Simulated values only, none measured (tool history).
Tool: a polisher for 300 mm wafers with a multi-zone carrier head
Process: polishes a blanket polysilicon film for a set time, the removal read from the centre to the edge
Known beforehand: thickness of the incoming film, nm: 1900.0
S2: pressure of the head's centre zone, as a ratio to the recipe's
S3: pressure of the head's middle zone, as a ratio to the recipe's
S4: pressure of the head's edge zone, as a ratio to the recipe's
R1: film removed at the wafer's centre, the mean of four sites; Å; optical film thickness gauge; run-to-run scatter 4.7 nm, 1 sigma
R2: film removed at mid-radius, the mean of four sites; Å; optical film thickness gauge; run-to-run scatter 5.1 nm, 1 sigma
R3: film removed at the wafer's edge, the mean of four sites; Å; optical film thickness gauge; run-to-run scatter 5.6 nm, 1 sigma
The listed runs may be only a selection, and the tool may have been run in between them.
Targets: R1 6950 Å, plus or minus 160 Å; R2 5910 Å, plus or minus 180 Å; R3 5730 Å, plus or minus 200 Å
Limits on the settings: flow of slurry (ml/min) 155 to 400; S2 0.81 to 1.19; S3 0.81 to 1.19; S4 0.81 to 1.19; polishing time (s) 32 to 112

{"run": 1, "day": 0.0, "flow of slurry (ml/min)": 255, "S2": 1, "S3": 1, "S4": 1, "polishing time (s)": 72, "R1": 4241.9, "R2": 4119.9, "R3": 4212.7}
{"run": 2, "day": 0.292, "flow of slurry (ml/min)": 195, "S2": 1, "S3": 1, "S4": 1, "polishing time (s)": 72, "R1": 3996.3, "R2": 3998.8, "R3": 3964.7}
{"run": 3, "day": 0.488, "flow of slurry (ml/min)": 220, "S2": 1.03, "S3": 1.02, "S4": 1.01, "polishing time (s)": 74, "R1": 4353.8, "R2": 4247.1, "R3": 4226.3}
{"run": 4, "day": 0.842, "flow of slurry (ml/min)": 245, "S2": 1.06, "S3": 1.04, "S4": 1.01, "polishing time (s)": 76, "R1": 4694.9, "R2": 4490.5, "R3": 4485.9}
{"run": 5, "day": 1.0, "flow of slurry (ml/min)": 265, "S2": 1.08, "S3": 1.05, "S4": 0.99, "polishing time (s)": 78, "R1": 4982, "R2": 4739.9, "R3": 4524.2}
{"day": 1.333, "done": "worn pad replaced by a new one"}
{"run": 6, "day": 1.333, "flow of slurry (ml/min)": 265, "S2": 1.08, "S3": 1.14, "S4": 0.99, "polishing time (s)": 78, "R1": 5290.8, "R2": 5288.2, "R3": 4799.1}
{"run": 7, "day": 1.688, "flow of slurry (ml/min)": 285, "S2": 1.1, "S3": 1.13, "S4": 1, "polishing time (s)": 80, "R1": 5550.7, "R2": 5391, "R3": 4975.6}
{"run": 8, "day": 1.712, "flow of slurry (ml/min)": 285, "S2": 1.1, "S3": 1.13, "S4": 1, "polishing time (s)": 80, "R1": 5566, "R2": 5376.3, "R3": 4924.4}

Next run, 5 choices. One meets every target within its allowed miss, the rest don't. Which?
{"run": "A", "day": 1.738, "flow of slurry (ml/min)": 280, "S2": 1.16, "S3": 1.1, "S4": 1.08, "polishing time (s)": 89, "R1": "?", "R2": "?", "R3": "?"}
{"run": "B", "day": 1.738, "flow of slurry (ml/min)": 235, "S2": 1.17, "S3": 1.1, "S4": 1.07, "polishing time (s)": 92, "R1": "?", "R2": "?", "R3": "?"}
{"run": "C", "day": 1.738, "flow of slurry (ml/min)": 250, "S2": 1.11, "S3": 1.11, "S4": 0.95, "polishing time (s)": 96, "R1": "?", "R2": "?", "R3": "?"}
{"run": "D", "day": 1.738, "flow of slurry (ml/min)": 335, "S2": 1.19, "S3": 1.08, "S4": 1.06, "polishing time (s)": 90, "R1": "?", "R2": "?", "R3": "?"}
{"run": "E", "day": 1.738, "flow of slurry (ml/min)": 300, "S2": 1.17, "S3": 1.02, "S4": 1.08, "polishing time (s)": 89, "R1": "?", "R2": "?", "R3": "?"}

move=A R1=6538.8 R2=5968.5 R3=5797.5
move=B R1=6653.7 R2=6034.8 R3=5866.1
move=C R1=6645.9 R2=6399.3 R3=5813.7
move=D R1=6922.2 R2=6057.1 R3=5892.4
move=E R1=6646.9 R2=5661.8 R3=5836.9
A: gains on the last run, yet a result remains outside its allowed miss
B: gains on the last run, yet a result remains outside its allowed miss
C: gains on the last run, yet a result remains outside its allowed miss
D: hits every target within its allowed miss
E: gains on the last run, yet a result remains outside its allowed miss
Move D is the one to make.
